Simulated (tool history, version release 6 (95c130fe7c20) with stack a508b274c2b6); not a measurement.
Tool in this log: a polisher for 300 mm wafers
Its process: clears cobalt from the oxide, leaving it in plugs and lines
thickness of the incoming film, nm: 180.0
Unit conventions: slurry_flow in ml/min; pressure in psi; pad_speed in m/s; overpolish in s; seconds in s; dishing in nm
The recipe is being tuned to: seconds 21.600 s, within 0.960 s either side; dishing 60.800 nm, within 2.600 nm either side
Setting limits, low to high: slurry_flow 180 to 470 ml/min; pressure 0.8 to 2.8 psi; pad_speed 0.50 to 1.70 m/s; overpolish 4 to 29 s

run  hour  slurry_flow  pressure  pad_speed  overpolish  seconds  dishing
  1   0.0          300       1.8       1.10          15   42.483   38.762
  2   2.0          300       1.9       1.12          15   39.737   40.131
  3   4.9          300       1.7       1.12          15   43.334   38.310
  4  11.6          300       1.7       1.22          15   40.564   40.399
  5  12.6          330       1.7       1.22          15   38.349   39.987
  6  13.8          330       1.7       1.22          17   39.794   42.914
  7  21.7          330       2.2       1.26          17   29.455   49.498
  8  28.2          330       2.7       1.30          19   23.984   57.136
  9  33.9          340       2.8       1.34          19   22.830   56.825

Which one of the following 5 next-run settings gets every result inside its allowed miss? There is exactly one.
  A  39.6          360       2.7       1.26          16        ?        ?
  B  39.6          410       2.3       1.42          29        ?        ?
  C  39.6          355       2.8       1.34          16        ?        ?
  D  39.6          245       2.4       1.42          29        ?        ?
  E  39.6          420       2.7       1.42          24        ?        ?

move  seconds  dishing
   A   24.051   51.579
   B   24.797   59.374
   C   21.882   53.245
   D   24.970   59.295
   E   21.163   59.033
A: moves away from the targets compared with the last run
B: brings the result that was furthest off to its target, and leaves another outside
C: moves away from the targets compared with the last run
D: brings the result that was furthest off to its target, and leaves another outside
E: in spec on every target
Answer: E

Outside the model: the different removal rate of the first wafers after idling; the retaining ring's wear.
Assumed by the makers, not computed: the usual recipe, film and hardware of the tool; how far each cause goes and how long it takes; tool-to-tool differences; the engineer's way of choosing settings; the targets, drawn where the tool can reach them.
